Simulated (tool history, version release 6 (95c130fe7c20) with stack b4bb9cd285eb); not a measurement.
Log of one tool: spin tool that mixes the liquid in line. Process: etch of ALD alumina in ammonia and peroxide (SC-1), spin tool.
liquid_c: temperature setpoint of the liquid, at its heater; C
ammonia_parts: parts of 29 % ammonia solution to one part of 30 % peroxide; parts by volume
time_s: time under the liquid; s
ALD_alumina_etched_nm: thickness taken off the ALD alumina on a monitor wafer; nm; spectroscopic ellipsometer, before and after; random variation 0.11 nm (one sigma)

Run 1, day 0: liquid_c 47 C, ammonia_parts 0.4 parts by volume, time_s 310 s. Result: ALD_alumina_etched_nm 14.275 nm.
Run 2, day 0.038: liquid_c 47.5 C, ammonia_parts 0.4 parts by volume, time_s 310 s. Result: ALD_alumina_etched_nm 14.649 nm.
Run 3, day 0.096: liquid_c 47.5 C, ammonia_parts 0.4 parts by volume, time_s 310 s. Result: ALD_alumina_etched_nm 14.779 nm.
Run 4, day 0.379: liquid_c 41.5 C, ammonia_parts 0.4 parts by volume, time_s 310 s. Result: ALD_alumina_etched_nm 10.516 nm.
Run 5, day 0.654: liquid_c 41.5 C, ammonia_parts 0.3 parts by volume, time_s 310 s. Result: ALD_alumina_etched_nm 10.133 nm.
Run 6, day 0.867: liquid_c 41.5 C, ammonia_parts 0.3 parts by volume, time_s 310 s. Result: ALD_alumina_etched_nm 10.289 nm.
Run 7, day 0.958: liquid_c 42.5 C, ammonia_parts 0.3 parts by volume, time_s 310 s. Result: ALD_alumina_etched_nm 10.696 nm.

The next listed run, before its measurement:
Run 8, day 1.212: liquid_c 43.5 C, ammonia_parts 0.3 parts by volume, time_s 310 s. Result: ALD_alumina_etched_nm ?.

Run 8 gave ALD_alumina_etched_nm 11.364 nm.

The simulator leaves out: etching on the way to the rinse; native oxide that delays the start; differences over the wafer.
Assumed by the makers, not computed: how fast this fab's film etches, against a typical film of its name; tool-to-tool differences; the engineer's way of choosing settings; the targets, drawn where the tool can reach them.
